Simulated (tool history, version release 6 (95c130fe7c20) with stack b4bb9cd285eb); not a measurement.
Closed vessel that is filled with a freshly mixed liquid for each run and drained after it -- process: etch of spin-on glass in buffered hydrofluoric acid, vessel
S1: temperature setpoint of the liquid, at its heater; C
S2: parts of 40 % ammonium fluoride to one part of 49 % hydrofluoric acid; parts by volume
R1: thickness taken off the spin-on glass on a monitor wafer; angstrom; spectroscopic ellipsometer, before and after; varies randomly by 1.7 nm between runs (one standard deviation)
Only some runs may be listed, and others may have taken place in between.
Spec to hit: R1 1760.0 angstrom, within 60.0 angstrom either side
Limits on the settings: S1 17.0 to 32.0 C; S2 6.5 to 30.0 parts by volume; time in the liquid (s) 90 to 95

Run 1, day 0.000: S1 24.0 C, S2 18.5 parts by volume, time in the liquid (s) 90. Result: R1 1086.6 angstrom.
Run 2, day 0.367: S1 25.5 C, S2 18.0 parts by volume, time in the liquid (s) 90. Result: R1 1200.6 angstrom.
Run 3, day 0.696: S1 29.0 C, S2 18.0 parts by volume, time in the liquid (s) 90. Result: R1 1433.2 angstrom.
Run 4, day 0.862: S1 29.5 C, S2 17.5 parts by volume, time in the liquid (s) 90. Result: R1 1547.7 angstrom.
Run 5, day 1.238: S1 28.0 C, S2 17.5 parts by volume, time in the liquid (s) 90. Result: R1 1387.0 angstrom.
Run 6, day 1.392: S1 29.0 C, S2 17.5 parts by volume, time in the liquid (s) 90. Result: R1 1480.8 angstrom.
Run 7, day 1.504: S1 29.5 C, S2 17.5 parts by volume, time in the liquid (s) 90. Result: R1 1559.7 angstrom.
Run 8, day 1.862: S1 30.0 C, S2 17.5 parts by volume, time in the liquid (s) 90. Result: R1 1592.8 angstrom.

Which of these 5 next moves meets every target?
Run A, day 2.221: S1 29.0 C, S2 16.5 parts by volume, time in the liquid (s) 90. Result: R1 ?.
Run B, day 2.221: S1 29.5 C, S2 17.5 parts by volume, time in the liquid (s) 90. Result: R1 ?.
Run C, day 2.221: S1 29.5 C, S2 17.0 parts by volume, time in the liquid (s) 95. Result: R1 ?.
Run D, day 2.221: S1 30.0 C, S2 16.5 parts by volume, time in the liquid (s) 95. Result: R1 ?.
Run E, day 2.221: S1 29.0 C, S2 16.0 parts by volume, time in the liquid (s) 90. Result: R1 ?.

move      R1
   A  1588.0
   B  1538.9
   C  1671.4
   D  1767.2
   E  1636.7
A: about as far from the targets as the last run
B: the biggest miss grows against the last run
C: better than the last run, though not everything is in spec
D: every result within its allowed miss
E: better than the last run, though not everything is in spec
The move that meets every target is D.

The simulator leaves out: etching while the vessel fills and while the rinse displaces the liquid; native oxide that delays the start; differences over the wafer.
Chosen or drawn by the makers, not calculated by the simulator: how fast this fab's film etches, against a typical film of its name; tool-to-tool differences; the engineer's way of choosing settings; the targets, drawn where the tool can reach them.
